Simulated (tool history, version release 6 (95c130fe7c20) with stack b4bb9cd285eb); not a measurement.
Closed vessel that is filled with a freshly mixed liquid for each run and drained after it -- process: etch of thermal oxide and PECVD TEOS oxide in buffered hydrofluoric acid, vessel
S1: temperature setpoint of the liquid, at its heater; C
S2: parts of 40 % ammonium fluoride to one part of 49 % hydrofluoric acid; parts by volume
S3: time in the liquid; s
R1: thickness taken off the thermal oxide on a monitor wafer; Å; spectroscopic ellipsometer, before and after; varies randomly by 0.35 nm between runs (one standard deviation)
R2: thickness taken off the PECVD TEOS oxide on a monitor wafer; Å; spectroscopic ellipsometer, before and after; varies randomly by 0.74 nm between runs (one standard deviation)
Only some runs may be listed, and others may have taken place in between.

run,hour,S1,S2,S3,R1,R2
1,0.0,24.0,8.5,60,844.82,1071.60
2,3.7,24.5,8.5,60,870.56,1096.30
3,5.7,25.0,8.5,60,897.38,1127.00
4,10.9,25.0,8.5,40,600.37,752.63
5,13.7,25.0,8.5,60,904.44,1138.90
6,20.5,25.5,8.5,60,918.22,1146.00

Forecast run 7:
7,22.3,27.0,8.5,60,?,?

Run 7 produced R1 993.69 Å, R2 1264.70 Å.
